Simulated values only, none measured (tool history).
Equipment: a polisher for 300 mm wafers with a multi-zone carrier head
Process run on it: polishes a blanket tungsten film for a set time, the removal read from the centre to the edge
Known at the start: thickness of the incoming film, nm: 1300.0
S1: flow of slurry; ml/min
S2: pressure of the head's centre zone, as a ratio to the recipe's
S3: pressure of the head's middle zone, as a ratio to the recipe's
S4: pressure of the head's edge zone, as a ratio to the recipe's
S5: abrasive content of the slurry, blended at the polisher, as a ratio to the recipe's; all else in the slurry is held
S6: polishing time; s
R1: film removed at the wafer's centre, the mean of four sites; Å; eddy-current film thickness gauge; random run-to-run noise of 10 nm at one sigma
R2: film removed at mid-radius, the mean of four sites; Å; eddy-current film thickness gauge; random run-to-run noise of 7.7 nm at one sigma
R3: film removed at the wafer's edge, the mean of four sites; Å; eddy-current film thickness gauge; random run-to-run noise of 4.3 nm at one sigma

run  hour   S1    S2    S3    S4    S5  S6      R1      R2      R3
  1     0  245     1     1     1     1  54    5237  5648.6  5367.6
  2   8.4  245     1     1     1   0.9  54  5086.3  5515.8    5401
  3  11.6  250  1.02     1  1.02  0.95  54  5276.3  5621.4  5544.1
  4  14.2  250  0.94     1  1.02  0.95  54  4970.5  5525.9    5461
  5  19.4  250  0.94  1.06  1.02  0.95  54    4954  5702.2  5444.1
  6  26.4  250  0.94  1.06  0.97  0.95  54  4861.6  5600.9  5355.3
  7  34.8  260  0.96  1.03     1  0.95  54    5000  5623.6  5382.2
  8  36.1  255  0.98  1.01  1.02     1  54  5122.8  5624.5  5543.3
  9  44.8  250  1.01  0.99  1.02  1.05  54  5335.4  5518.8  5540.1
 10  51.2  255  1.03     1  1.03   1.1  54  5614.6    5768  5656.4
 11    59  305  1.13  0.96  1.13   1.2  54  6216.7  5775.6  6123.6
 12  63.3  305  1.14  0.96  1.13   1.2  54    6390  5682.6    6080
 13    72  305  1.14  0.97  1.13   1.2  54  6254.8  5749.5  6167.4
 14    76  305  1.15  0.97  1.12   1.2  54  6254.1  5878.1  6078.3
 15  78.8  305  1.16  0.97  1.12  1.25  54  6571.8  5697.9    6072

Predict the results of run 16:
 16  82.3  305  1.16  0.97  1.12  1.25  54   ?   ?   ?

R1: 6252.2 Å
R2: 5916.7 Å
R3: 6201.2 Å
